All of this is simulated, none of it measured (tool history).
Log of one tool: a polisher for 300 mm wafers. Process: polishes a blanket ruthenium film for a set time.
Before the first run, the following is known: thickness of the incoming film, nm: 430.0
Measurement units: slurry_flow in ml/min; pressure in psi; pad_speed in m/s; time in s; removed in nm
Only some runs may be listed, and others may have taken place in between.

run,hour,slurry_flow,pressure,pad_speed,time,removed
1,0.0,195,1.4,1.18,30,27.167
2,6.5,195,1.5,1.18,30,29.141
3,8.5,200,1.6,1.18,30,31.039
4,15.8,200,1.6,1.18,30,30.865
5,19.6,250,1.6,1.18,30,32.107
6,25.1,255,1.7,1.18,30,34.071

Predict the results of run 7:
7,28.4,255,1.8,1.18,30,?

For run 7 the tool returned removed 36.322 nm.
